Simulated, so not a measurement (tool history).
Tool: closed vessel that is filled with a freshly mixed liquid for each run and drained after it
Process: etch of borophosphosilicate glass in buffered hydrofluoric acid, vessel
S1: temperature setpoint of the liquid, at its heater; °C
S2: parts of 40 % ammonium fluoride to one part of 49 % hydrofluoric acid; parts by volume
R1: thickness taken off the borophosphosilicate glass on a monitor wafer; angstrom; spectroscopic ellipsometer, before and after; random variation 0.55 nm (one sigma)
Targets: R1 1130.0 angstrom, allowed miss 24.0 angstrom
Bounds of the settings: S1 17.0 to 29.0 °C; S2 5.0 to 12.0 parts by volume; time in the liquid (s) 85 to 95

run 1 hour=0.0 | S1=21.0 S2=7.0 time_in_the_liquid_(s)=85 | R1=1748.0
run 2 hour=3.2 | S1=21.0 S2=7.0 time_in_the_liquid_(s)=85 | R1=1766.8
run 3 hour=6.5 | S1=21.0 S2=5.0 time_in_the_liquid_(s)=85 | R1=2347.7
run 4 hour=15.4 | S1=21.0 S2=6.0 time_in_the_liquid_(s)=85 | R1=2005.6
run 5 hour=23.6 | S1=21.0 S2=6.0 time_in_the_liquid_(s)=85 | R1=2011.6
run 6 hour=29.1 | S1=21.0 S2=6.0 time_in_the_liquid_(s)=95 | R1=2242.9
run 7 hour=37.2 | S1=20.5 S2=6.5 time_in_the_liquid_(s)=95 | R1=2042.5
run 8 hour=41.7 | S1=20.0 S2=7.0 time_in_the_liquid_(s)=95 | R1=1857.1

Which of these 5 next moves meets every target?
run A hour=46.2 | S1=19.0 S2=7.5 time_in_the_liquid_(s)=85 | R1=?
run B hour=46.2 | S1=21.0 S2=5.5 time_in_the_liquid_(s)=90 | R1=?
run C hour=46.2 | S1=17.0 S2=8.5 time_in_the_liquid_(s)=85 | R1=?
run D hour=46.2 | S1=18.5 S2=8.5 time_in_the_liquid_(s)=85 | R1=?
run E hour=46.2 | S1=17.5 S2=7.0 time_in_the_liquid_(s)=85 | R1=?

move=A R1=1465.3
move=B R1=2311.0
move=C R1=1142.2
move=D R1=1242.3
move=E R1=1453.8
A: nearer than the last run, and not there yet
B: further off than the last run
C: meets every target
D: nearer than the last run, and not there yet
E: nearer than the last run, and not there yet
Move C is the one to make.
